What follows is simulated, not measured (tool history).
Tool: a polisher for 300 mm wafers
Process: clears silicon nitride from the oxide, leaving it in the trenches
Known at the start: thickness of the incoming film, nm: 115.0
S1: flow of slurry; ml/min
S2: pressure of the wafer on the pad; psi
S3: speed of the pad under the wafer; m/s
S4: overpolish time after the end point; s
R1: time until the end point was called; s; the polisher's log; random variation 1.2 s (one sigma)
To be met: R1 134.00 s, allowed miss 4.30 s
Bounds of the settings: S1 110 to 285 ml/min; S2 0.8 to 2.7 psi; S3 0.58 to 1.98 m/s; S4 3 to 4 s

run	hour	S1	S2	S3	S4	R1
1	0.0	180	1.7	1.28	4	182.88
2	3.0	180	1.7	1.42	4	163.37
3	8.7	155	1.7	1.42	4	167.35
4	14.1	165	1.8	1.42	4	157.29
5	22.4	175	1.9	1.42	4	146.68
6	24.6	155	1.9	1.42	4	149.94
7	31.5	165	1.9	1.42	4	149.12
8	32.8	175	1.9	1.42	4	145.21
9	33.8	185	1.9	1.42	4	146.63
10	35.4	190	2.0	1.42	4	137.74

5 next moves are on the table. One of them brings every result within its allowed miss. Which?
A	37.0	205	1.9	1.42	4	?
B	37.0	160	2.1	1.36	3	?
C	37.0	150	2.0	1.40	4	?
D	37.0	215	2.1	1.38	3	?
E	37.0	215	2.2	1.22	4	?

move	R1
A	143.22
B	140.81
C	145.43
D	132.63
E	142.40
A: further off than the last run
B: further off than the last run
C: further off than the last run
D: meets every target
E: further off than the last run
Move D is the one to make.
